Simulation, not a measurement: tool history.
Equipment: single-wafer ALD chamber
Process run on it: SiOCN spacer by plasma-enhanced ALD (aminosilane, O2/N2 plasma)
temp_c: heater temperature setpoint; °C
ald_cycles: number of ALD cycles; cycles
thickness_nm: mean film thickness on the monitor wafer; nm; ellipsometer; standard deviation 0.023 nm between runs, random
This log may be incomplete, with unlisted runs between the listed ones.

run 1 day=0.000 | temp_c=410 ald_cycles=110 | thickness_nm=6.1655
run 2 day=0.171 | temp_c=415 ald_cycles=110 | thickness_nm=6.0988
run 3 day=0.417 | temp_c=415 ald_cycles=101 | thickness_nm=5.6006
run 4 day=0.542 | temp_c=413 ald_cycles=107 | thickness_nm=5.9987
run 5 day=0.588 | temp_c=404 ald_cycles=107 | thickness_nm=6.1712
run 6 day=0.858 | temp_c=402 ald_cycles=110 | thickness_nm=6.3587
run 7 day=1.208 | temp_c=400 ald_cycles=113 | thickness_nm=6.5989
run 8 day=1.533 | temp_c=400 ald_cycles=113 | thickness_nm=6.5718
run 9 day=1.858 | temp_c=399 ald_cycles=115 | thickness_nm=6.7229
run 10 day=2.038 | temp_c=398 ald_cycles=116 | thickness_nm=6.7318

What will run 11 give?
run 11 day=2.088 | temp_c=397 ald_cycles=117 | thickness_nm=?

Run 11 gave thickness_nm 6.7710 nm.

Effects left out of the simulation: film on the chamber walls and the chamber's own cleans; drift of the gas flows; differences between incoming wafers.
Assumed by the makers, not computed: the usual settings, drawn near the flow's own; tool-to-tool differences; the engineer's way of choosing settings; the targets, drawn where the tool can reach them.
